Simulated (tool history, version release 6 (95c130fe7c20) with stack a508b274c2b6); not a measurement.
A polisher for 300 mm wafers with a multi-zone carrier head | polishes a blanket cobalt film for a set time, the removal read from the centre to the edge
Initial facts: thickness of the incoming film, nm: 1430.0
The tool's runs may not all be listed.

run,day,flow of slurry (ml/min),pressure of the head's centre zone,pressure of the head's middle zone,pressure of the head's edge zone,polishing time (s),film removed at the wafer's centre (Å),film removed at mid-radius (Å),film removed at the wafer's edge (Å)
1,0.000,165,1.00,1.00,1.00,54,2143.2,2121.2,2240.0
2,0.071,155,0.97,0.97,1.00,53,1990.3,2047.3,2157.2
3,0.179,185,0.97,0.97,1.00,53,2086.6,2077.7,2266.6
4,0.212,185,0.97,0.97,1.00,62,2360.8,2472.6,2627.8
5,0.438,180,0.95,0.94,1.01,59,2230.9,2228.3,2490.2
6,0.808,155,0.95,0.94,1.01,59,2174.1,2202.7,2456.4

The next listed run, before its measurement:
7,0.875,130,0.86,0.84,1.02,45,?,?,?

film removed at the wafer's centre (Å): 1446.4
film removed at mid-radius (Å): 1493.9
film removed at the wafer's edge (Å): 1831.0
